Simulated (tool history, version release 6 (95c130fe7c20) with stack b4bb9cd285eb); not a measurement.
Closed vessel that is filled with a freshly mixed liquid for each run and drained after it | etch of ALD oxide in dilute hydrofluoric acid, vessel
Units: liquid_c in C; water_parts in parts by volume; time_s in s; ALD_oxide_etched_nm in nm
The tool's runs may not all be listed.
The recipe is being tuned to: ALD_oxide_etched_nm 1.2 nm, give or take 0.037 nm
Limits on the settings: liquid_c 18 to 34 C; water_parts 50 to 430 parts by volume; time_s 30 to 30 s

run 1 hour=0 | liquid_c=26 water_parts=240 time_s=30 | ALD_oxide_etched_nm=2.0567
run 2 hour=2.6 | liquid_c=24.5 water_parts=240 time_s=30 | ALD_oxide_etched_nm=1.9522
run 3 hour=11.1 | liquid_c=27.5 water_parts=240 time_s=30 | ALD_oxide_etched_nm=2.1537
run 4 hour=19.6 | liquid_c=27.5 water_parts=240 time_s=30 | ALD_oxide_etched_nm=2.1729
run 5 hour=26.3 | liquid_c=29 water_parts=240 time_s=30 | ALD_oxide_etched_nm=2.2679
run 6 hour=28.1 | liquid_c=30.5 water_parts=240 time_s=30 | ALD_oxide_etched_nm=2.4001
run 7 hour=30.1 | liquid_c=27 water_parts=260 time_s=30 | ALD_oxide_etched_nm=1.914
run 8 hour=38.8 | liquid_c=24.5 water_parts=270 time_s=30 | ALD_oxide_etched_nm=1.6702
run 9 hour=47.3 | liquid_c=22.5 water_parts=280 time_s=30 | ALD_oxide_etched_nm=1.4988
run 10 hour=53.2 | liquid_c=21.5 water_parts=285 time_s=30 | ALD_oxide_etched_nm=1.3933
run 11 hour=56.9 | liquid_c=20.5 water_parts=290 time_s=30 | ALD_oxide_etched_nm=1.3242
run 12 hour=57.9 | liquid_c=20 water_parts=290 time_s=30 | ALD_oxide_etched_nm=1.2784
run 13 hour=60.6 | liquid_c=19.5 water_parts=290 time_s=30 | ALD_oxide_etched_nm=1.2689
run 14 hour=67 | liquid_c=19 water_parts=290 time_s=30 | ALD_oxide_etched_nm=1.2468

Exactly one of the 5 candidate moves below puts every result within its allowed miss. Which one?
run A hour=73.4 | liquid_c=21 water_parts=320 time_s=30 | ALD_oxide_etched_nm=?
run B hour=73.4 | liquid_c=18 water_parts=265 time_s=30 | ALD_oxide_etched_nm=?
run C hour=73.4 | liquid_c=18 water_parts=275 time_s=30 | ALD_oxide_etched_nm=?
run D hour=73.4 | liquid_c=19.5 water_parts=290 time_s=30 | ALD_oxide_etched_nm=?
run E hour=73.4 | liquid_c=18 water_parts=270 time_s=30 | ALD_oxide_etched_nm=?

move=A ALD_oxide_etched_nm=1.1907
move=B ALD_oxide_etched_nm=1.3517
move=C ALD_oxide_etched_nm=1.2912
move=D ALD_oxide_etched_nm=1.2781
move=E ALD_oxide_etched_nm=1.3209
A: hits every target within its allowed miss
B: lands further from the targets than the last run did
C: lands further from the targets than the last run did
D: lands further from the targets than the last run did
E: lands further from the targets than the last run did
Go with A: it meets all targets.

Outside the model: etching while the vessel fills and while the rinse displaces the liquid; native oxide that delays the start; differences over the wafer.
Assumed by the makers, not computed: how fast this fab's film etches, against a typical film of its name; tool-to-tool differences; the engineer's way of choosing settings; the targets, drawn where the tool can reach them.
